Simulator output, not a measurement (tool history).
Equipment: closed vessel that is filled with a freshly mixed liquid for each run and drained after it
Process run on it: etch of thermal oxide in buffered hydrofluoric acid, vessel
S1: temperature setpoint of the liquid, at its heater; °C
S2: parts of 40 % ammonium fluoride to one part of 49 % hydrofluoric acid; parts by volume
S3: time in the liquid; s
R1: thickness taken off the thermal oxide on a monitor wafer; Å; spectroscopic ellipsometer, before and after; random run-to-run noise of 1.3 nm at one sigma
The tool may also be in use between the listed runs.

{"run": 1, "day": 0.0, "S1": 21, "S2": 15, "S3": 105, "R1": 584.74}
{"run": 2, "day": 0.117, "S1": 22.5, "S2": 13.5, "S3": 105, "R1": 700.19}
{"run": 3, "day": 0.258, "S1": 23.5, "S2": 12, "S3": 105, "R1": 838.24}
{"run": 4, "day": 0.421, "S1": 23.5, "S2": 12, "S3": 115, "R1": 926.78}
{"run": 5, "day": 0.721, "S1": 23.5, "S2": 8, "S3": 115, "R1": 1313.6}
{"run": 6, "day": 0.85, "S1": 24, "S2": 8, "S3": 115, "R1": 1351.9}

Estimate the outcome of run 7 from the log above:
{"run": 7, "day": 1.046, "S1": 24, "S2": 8, "S3": 115, "R1": "?"}

For run 7 the tool returned R1 1356.1 Å.
